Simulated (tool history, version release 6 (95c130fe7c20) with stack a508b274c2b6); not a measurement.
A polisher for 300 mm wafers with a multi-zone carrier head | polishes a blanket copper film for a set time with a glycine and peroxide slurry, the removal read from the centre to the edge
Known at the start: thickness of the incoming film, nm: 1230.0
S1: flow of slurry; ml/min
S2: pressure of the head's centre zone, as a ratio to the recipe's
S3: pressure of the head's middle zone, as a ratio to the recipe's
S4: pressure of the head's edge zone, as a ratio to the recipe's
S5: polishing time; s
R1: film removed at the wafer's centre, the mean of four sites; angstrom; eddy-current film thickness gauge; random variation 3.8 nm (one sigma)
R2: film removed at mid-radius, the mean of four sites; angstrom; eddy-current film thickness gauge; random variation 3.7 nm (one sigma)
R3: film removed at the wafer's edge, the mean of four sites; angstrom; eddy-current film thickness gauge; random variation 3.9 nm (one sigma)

{"run": 1, "hour": 0.0, "S1": 125, "S2": 1, "S3": 1, "S4": 1, "S5": 62, "R1": 2915.9, "R2": 2841.6, "R3": 2837.4}
{"run": 2, "hour": 5.0, "S1": 125, "S2": 1, "S3": 1, "S4": 0.91, "S5": 62, "R1": 2922.9, "R2": 2813.8, "R3": 2783}
{"run": 3, "hour": 8.5, "S1": 135, "S2": 1.01, "S3": 1, "S4": 0.93, "S5": 64, "R1": 3031.7, "R2": 2931.9, "R3": 2881.5}
{"run": 4, "hour": 14.6, "S1": 135, "S2": 1.03, "S3": 1, "S4": 0.94, "S5": 66, "R1": 3273.3, "R2": 2987.2, "R3": 2944.2}
{"run": 5, "hour": 23.0, "S1": 140, "S2": 1.03, "S3": 1, "S4": 0.95, "S5": 68, "R1": 3395.8, "R2": 3158.8, "R3": 3085.7}
{"run": 6, "hour": 26.7, "S1": 145, "S2": 1.03, "S3": 1, "S4": 0.97, "S5": 69, "R1": 3491.2, "R2": 3242.7, "R3": 3170}
{"run": 7, "hour": 32.2, "S1": 150, "S2": 1.03, "S3": 1, "S4": 0.98, "S5": 70, "R1": 3489.1, "R2": 3291.8, "R3": 3236.5}
{"run": 8, "hour": 36.0, "S1": 155, "S2": 1.04, "S3": 1, "S4": 0.99, "S5": 71, "R1": 3598.1, "R2": 3344.4, "R3": 3301.4}
{"run": 9, "hour": 44.1, "S1": 155, "S2": 1.05, "S3": 1, "S4": 1, "S5": 72, "R1": 3698, "R2": 3349.3, "R3": 3323.8}

The next listed run, before its measurement:
{"run": 10, "hour": 50.9, "S1": 160, "S2": 1.05, "S3": 1, "S4": 1, "S5": 72, "R1": "?", "R2": "?", "R3": "?"}

{"run 10": {"R1": 3701.6, "R2": 3359.1, "R3": 3400.2}}

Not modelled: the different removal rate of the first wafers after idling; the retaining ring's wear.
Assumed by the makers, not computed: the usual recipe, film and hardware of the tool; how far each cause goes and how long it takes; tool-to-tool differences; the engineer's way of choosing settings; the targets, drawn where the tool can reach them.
